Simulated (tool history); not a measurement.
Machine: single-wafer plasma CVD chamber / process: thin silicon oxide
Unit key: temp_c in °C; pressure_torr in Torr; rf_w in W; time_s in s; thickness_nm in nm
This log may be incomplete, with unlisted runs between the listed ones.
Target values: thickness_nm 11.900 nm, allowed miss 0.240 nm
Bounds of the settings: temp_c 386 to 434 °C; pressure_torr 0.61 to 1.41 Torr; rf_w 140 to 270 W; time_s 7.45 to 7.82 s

{"run": 1, "hour": 0.0, "temp_c": 410, "pressure_torr": 1.01, "rf_w": 205, "time_s": 7.82, "thickness_nm": 14.556}
{"run": 2, "hour": 4.2, "temp_c": 410, "pressure_torr": 1.01, "rf_w": 205, "time_s": 7.82, "thickness_nm": 14.517}
{"run": 3, "hour": 5.0, "temp_c": 410, "pressure_torr": 1.01, "rf_w": 205, "time_s": 7.45, "thickness_nm": 13.708}
{"run": 4, "hour": 11.9, "temp_c": 410, "pressure_torr": 0.97, "rf_w": 205, "time_s": 7.45, "thickness_nm": 13.241}
{"run": 5, "hour": 19.4, "temp_c": 410, "pressure_torr": 0.94, "rf_w": 205, "time_s": 7.45, "thickness_nm": 12.858}
{"run": 6, "hour": 25.7, "temp_c": 410, "pressure_torr": 0.92, "rf_w": 205, "time_s": 7.45, "thickness_nm": 12.516}
{"run": 7, "hour": 27.1, "temp_c": 410, "pressure_torr": 0.91, "rf_w": 205, "time_s": 7.45, "thickness_nm": 12.322}
{"run": 8, "hour": 34.4, "temp_c": 410, "pressure_torr": 0.86, "rf_w": 205, "time_s": 7.45, "thickness_nm": 11.603}

Which one of the following 4 next-run settings gets every result inside its allowed miss? There is exactly one.
{"run": "A", "hour": 41.7, "temp_c": 394, "pressure_torr": 0.79, "rf_w": 235, "time_s": 7.56, "thickness_nm": "?"}
{"run": "B", "hour": 41.7, "temp_c": 410, "pressure_torr": 0.91, "rf_w": 190, "time_s": 7.45, "thickness_nm": "?"}
{"run": "C", "hour": 41.7, "temp_c": 413, "pressure_torr": 0.84, "rf_w": 205, "time_s": 7.45, "thickness_nm": "?"}
{"run": "D", "hour": 41.7, "temp_c": 415, "pressure_torr": 0.84, "rf_w": 215, "time_s": 7.45, "thickness_nm": "?"}

move=A thickness_nm=11.255
move=B thickness_nm=11.891
move=C thickness_nm=11.192
move=D thickness_nm=11.442
A: further off than the last run
B: in spec on every target
C: further off than the last run
D: further off than the last run
So the answer is move B, the one that meets all the targets.
